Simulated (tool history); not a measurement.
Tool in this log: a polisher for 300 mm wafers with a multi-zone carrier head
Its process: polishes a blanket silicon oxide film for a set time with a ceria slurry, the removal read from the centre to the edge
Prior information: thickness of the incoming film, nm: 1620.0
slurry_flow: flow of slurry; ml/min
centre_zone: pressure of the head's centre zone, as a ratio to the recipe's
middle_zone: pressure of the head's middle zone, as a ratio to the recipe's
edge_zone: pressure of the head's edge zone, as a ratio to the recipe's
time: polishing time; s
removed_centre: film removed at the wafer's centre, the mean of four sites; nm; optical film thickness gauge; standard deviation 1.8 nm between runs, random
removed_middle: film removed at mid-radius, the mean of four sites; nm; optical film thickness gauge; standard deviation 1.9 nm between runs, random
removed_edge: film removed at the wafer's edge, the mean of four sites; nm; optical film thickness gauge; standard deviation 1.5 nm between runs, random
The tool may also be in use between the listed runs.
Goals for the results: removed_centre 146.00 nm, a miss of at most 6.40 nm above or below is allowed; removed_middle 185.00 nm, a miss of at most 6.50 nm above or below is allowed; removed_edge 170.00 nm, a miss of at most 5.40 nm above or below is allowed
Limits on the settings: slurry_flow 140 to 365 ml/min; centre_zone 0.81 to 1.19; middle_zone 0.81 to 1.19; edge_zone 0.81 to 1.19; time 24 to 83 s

run 1 hour=0.0 | slurry_flow=235 centre_zone=1.00 middle_zone=1.00 edge_zone=1.00 time=53 | removed_centre=291.47 removed_middle=313.48 removed_edge=310.22
run 2 hour=4.4 | slurry_flow=235 centre_zone=1.05 middle_zone=1.00 edge_zone=1.00 time=53 | removed_centre=304.48 removed_middle=310.14 removed_edge=312.93
run 3 hour=8.9 | slurry_flow=280 centre_zone=1.05 middle_zone=1.00 edge_zone=1.00 time=53 | removed_centre=319.95 removed_middle=325.82 removed_edge=320.45
run 4 hour=16.5 | slurry_flow=280 centre_zone=1.10 middle_zone=1.00 edge_zone=1.00 time=53 | removed_centre=325.68 removed_middle=316.81 removed_edge=313.48
run 5 hour=18.7 | slurry_flow=280 centre_zone=1.05 middle_zone=1.00 edge_zone=1.00 time=53 | removed_centre=313.44 removed_middle=318.53 removed_edge=320.50
run 6 hour=20.2 | slurry_flow=330 centre_zone=1.05 middle_zone=1.00 edge_zone=1.00 time=53 | removed_centre=325.20 removed_middle=319.21 removed_edge=322.09
run 7 hour=28.8 | slurry_flow=315 centre_zone=1.02 middle_zone=1.00 edge_zone=0.98 time=49 | removed_centre=274.40 removed_middle=300.59 removed_edge=289.96
run 8 hour=33.5 | slurry_flow=315 centre_zone=1.02 middle_zone=0.98 edge_zone=0.96 time=46 | removed_centre=271.42 removed_middle=267.64 removed_edge=273.11
run 9 hour=39.1 | slurry_flow=310 centre_zone=1.00 middle_zone=0.99 edge_zone=0.94 time=43 | removed_centre=243.87 removed_middle=258.20 removed_edge=250.62
run 10 hour=45.2 | slurry_flow=310 centre_zone=1.00 middle_zone=0.99 edge_zone=0.94 time=43 | removed_centre=243.62 removed_middle=257.22 removed_edge=252.40
run 11 hour=49.8 | slurry_flow=305 centre_zone=0.98 middle_zone=0.99 edge_zone=0.93 time=41 | removed_centre=226.82 removed_middle=244.44 removed_edge=240.61
run 12 hour=54.2 | slurry_flow=305 centre_zone=0.97 middle_zone=0.99 edge_zone=0.92 time=39 | removed_centre=212.85 removed_middle=233.17 removed_edge=224.98
-- hour=59.4 centre zone pressure recalibrated
run 13 hour=59.4 | slurry_flow=260 centre_zone=0.87 middle_zone=0.94 edge_zone=0.82 time=30 | removed_centre=155.87 removed_middle=165.51 removed_edge=167.43
run 14 hour=62.5 | slurry_flow=265 centre_zone=0.86 middle_zone=0.95 edge_zone=0.82 time=30 | removed_centre=151.14 removed_middle=171.86 removed_edge=164.46
run 15 hour=69.4 | slurry_flow=270 centre_zone=0.86 middle_zone=0.95 edge_zone=0.83 time=30 | removed_centre=151.69 removed_middle=169.57 removed_edge=166.40
run 16 hour=73.1 | slurry_flow=275 centre_zone=0.86 middle_zone=0.96 edge_zone=0.84 time=30 | removed_centre=151.62 removed_middle=173.16 removed_edge=165.33
run 17 hour=79.5 | slurry_flow=275 centre_zone=0.86 middle_zone=0.96 edge_zone=0.85 time=30 | removed_centre=152.47 removed_middle=173.03 removed_edge=167.34
run 18 hour=83.0 | slurry_flow=275 centre_zone=0.86 middle_zone=0.97 edge_zone=0.86 time=30 | removed_centre=153.88 removed_middle=177.38 removed_edge=168.27
run 19 hour=91.5 | slurry_flow=275 centre_zone=0.85 middle_zone=0.97 edge_zone=0.87 time=30 | removed_centre=147.21 removed_middle=177.71 removed_edge=170.27

Which of these 4 next moves meets every target?
run A hour=100.0 | slurry_flow=240 centre_zone=0.83 middle_zone=1.05 edge_zone=0.89 time=30 | removed_centre=? removed_middle=? removed_edge=?
run B hour=100.0 | slurry_flow=275 centre_zone=0.90 middle_zone=1.12 edge_zone=0.82 time=31 | removed_centre=? removed_middle=? removed_edge=?
run C hour=100.0 | slurry_flow=295 centre_zone=0.81 middle_zone=0.93 edge_zone=0.86 time=30 | removed_centre=? removed_middle=? removed_edge=?
run D hour=100.0 | slurry_flow=265 centre_zone=0.84 middle_zone=0.94 edge_zone=0.91 time=30 | removed_centre=? removed_middle=? removed_edge=?

move=A removed_centre=145.80 removed_middle=182.68 removed_edge=169.65
move=B removed_centre=166.60 removed_middle=202.75 removed_edge=172.12
move=C removed_centre=145.99 removed_middle=168.99 removed_edge=170.88
move=D removed_centre=149.49 removed_middle=168.45 removed_edge=172.92
A: every result within its allowed miss
B: the result that was furthest off in the last run now lies on the other side of its target
C: further off than the last run
D: further off than the last run
Move A is the one to make.

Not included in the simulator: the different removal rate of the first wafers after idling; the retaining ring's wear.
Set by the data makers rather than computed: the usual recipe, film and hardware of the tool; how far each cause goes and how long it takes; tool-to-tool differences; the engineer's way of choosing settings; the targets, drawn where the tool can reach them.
